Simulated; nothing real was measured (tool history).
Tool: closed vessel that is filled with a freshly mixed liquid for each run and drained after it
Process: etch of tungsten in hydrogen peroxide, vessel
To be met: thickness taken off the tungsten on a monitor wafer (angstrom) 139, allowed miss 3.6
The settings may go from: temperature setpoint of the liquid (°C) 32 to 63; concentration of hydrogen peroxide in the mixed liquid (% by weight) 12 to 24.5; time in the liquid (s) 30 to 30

run  hour  temperature setpoint of the liquid (°C)  concentration of hydrogen peroxide in the mixed liquid (% by weight)  time in the liquid (s)  thickness taken off the tungsten on a monitor wafer (angstrom)
  1     0                                       47                                                                  16.5                      30                                                          241.47
  2   1.2                                       52                                                                  16.5                      30                                                          330.99
  3   6.1                                     50.5                                                                  16.5                      30                                                           299.2
  4   9.4                                     50.5                                                                    18                      30                                                          315.46
  5  10.7                                     50.5                                                                    18                      30                                                          313.44
       19  -- new drum of peroxide connected
  6    19                                     46.5                                                                    18                      30                                                          248.66
  7  20.4                                     45.5                                                                    18                      30                                                          233.81
  8  23.7                                     44.5                                                                    18                      30                                                          219.26

Which of these 5 next moves meets every target?
  A    27                                       38                                                                  16.5                      30                                                               ?
  B    27                                       57                                                                    16                      30                                                               ?
  C    27                                     49.5                                                                  18.5                      30                                                               ?
  D    27                                       54                                                                    23                      30                                                               ?
  E    27                                     55.5                                                                    19                      30                                                               ?

move  thickness taken off the tungsten on a monitor wafer (angstrom)
   A                                                          139.14
   B                                                          446.11
   C                                                          306.06
   D                                                          447.98
   E                                                          445.08
A: meets every target
B: further off than the last run
C: further off than the last run
D: further off than the last run
E: further off than the last run
Move A is the one to make.
